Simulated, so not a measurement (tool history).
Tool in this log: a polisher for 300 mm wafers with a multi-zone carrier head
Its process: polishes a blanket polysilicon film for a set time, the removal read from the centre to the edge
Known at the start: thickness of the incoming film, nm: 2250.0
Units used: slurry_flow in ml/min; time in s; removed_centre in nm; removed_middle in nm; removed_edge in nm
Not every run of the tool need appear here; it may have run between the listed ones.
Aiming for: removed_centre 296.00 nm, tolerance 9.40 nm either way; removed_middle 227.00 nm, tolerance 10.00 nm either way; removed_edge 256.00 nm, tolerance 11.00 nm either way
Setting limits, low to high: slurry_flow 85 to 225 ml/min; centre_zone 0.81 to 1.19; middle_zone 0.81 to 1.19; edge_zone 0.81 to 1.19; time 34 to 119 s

Run 1, hour 0.0: slurry_flow 145 ml/min, centre_zone 1.00, middle_zone 1.00, edge_zone 1.00, time 76 s. Result: removed_centre 410.34 nm, removed_middle 449.57 nm, removed_edge 445.16 nm.
Run 2, hour 7.1: slurry_flow 140 ml/min, centre_zone 1.06, middle_zone 0.94, edge_zone 0.97, time 63 s. Result: removed_centre 353.61 nm, removed_middle 353.62 nm, removed_edge 365.61 nm.
Run 3, hour 9.1: slurry_flow 140 ml/min, centre_zone 1.01, middle_zone 0.94, edge_zone 0.97, time 63 s. Result: removed_centre 345.24 nm, removed_middle 354.19 nm, removed_edge 359.63 nm.
Run 4, hour 15.8: slurry_flow 140 ml/min, centre_zone 1.01, middle_zone 0.94, edge_zone 1.02, time 63 s. Result: removed_centre 340.58 nm, removed_middle 342.79 nm, removed_edge 372.65 nm.
Run 5, hour 20.0: slurry_flow 105 ml/min, centre_zone 1.01, middle_zone 0.94, edge_zone 1.02, time 63 s. Result: removed_centre 312.99 nm, removed_middle 316.64 nm, removed_edge 351.33 nm.
Run 6, hour 22.3: slurry_flow 125 ml/min, centre_zone 1.01, middle_zone 0.94, edge_zone 1.02, time 63 s. Result: removed_centre 327.91 nm, removed_middle 341.00 nm, removed_edge 368.17 nm.
Run 7, hour 25.8: slurry_flow 115 ml/min, centre_zone 1.07, middle_zone 0.90, edge_zone 0.96, time 58 s. Result: removed_centre 317.29 nm, removed_middle 294.22 nm, removed_edge 322.12 nm.
Run 8, hour 27.8: slurry_flow 95 ml/min, centre_zone 1.17, middle_zone 0.81, edge_zone 0.86, time 48 s. Result: removed_centre 270.01 nm, removed_middle 210.50 nm, removed_edge 245.74 nm.
Run 9, hour 36.0: slurry_flow 105 ml/min, centre_zone 1.18, middle_zone 0.81, edge_zone 0.86, time 48 s. Result: removed_centre 279.68 nm, removed_middle 218.70 nm, removed_edge 240.86 nm.
Run 10, hour 44.1: slurry_flow 105 ml/min, centre_zone 1.18, middle_zone 0.81, edge_zone 0.88, time 48 s. Result: removed_centre 279.96 nm, removed_middle 218.96 nm, removed_edge 255.50 nm.

Pick the move, out of 5, that brings all results within their allowed miss; only one does.
Run A, hour 52.2: slurry_flow 90 ml/min, centre_zone 1.18, middle_zone 0.81, edge_zone 1.12, time 50 s. Result: removed_centre ?, removed_middle ?, removed_edge ?.
Run B, hour 52.2: slurry_flow 90 ml/min, centre_zone 1.15, middle_zone 0.85, edge_zone 0.92, time 50 s. Result: removed_centre ?, removed_middle ?, removed_edge ?.
Run C, hour 52.2: slurry_flow 115 ml/min, centre_zone 1.12, middle_zone 0.87, edge_zone 0.92, time 45 s. Result: removed_centre ?, removed_middle ?, removed_edge ?.
Run D, hour 52.2: slurry_flow 135 ml/min, centre_zone 1.18, middle_zone 0.81, edge_zone 0.86, time 47 s. Result: removed_centre ?, removed_middle ?, removed_edge ?.
Run E, hour 52.2: slurry_flow 120 ml/min, centre_zone 1.19, middle_zone 0.81, edge_zone 0.82, time 45 s. Result: removed_centre ?, removed_middle ?, removed_edge ?.

move  removed_centre  removed_middle  removed_edge
   A          270.53          211.01        284.57
   B          263.62          219.59        258.45
   C          253.67          218.43        245.50
   D          292.76          224.19        256.13
   E          273.33          208.39        235.17
A: the biggest miss grows against the last run
B: the biggest miss grows against the last run
C: the biggest miss grows against the last run
D: all results land within tolerance of their targets
E: the biggest miss grows against the last run
D meets every target.

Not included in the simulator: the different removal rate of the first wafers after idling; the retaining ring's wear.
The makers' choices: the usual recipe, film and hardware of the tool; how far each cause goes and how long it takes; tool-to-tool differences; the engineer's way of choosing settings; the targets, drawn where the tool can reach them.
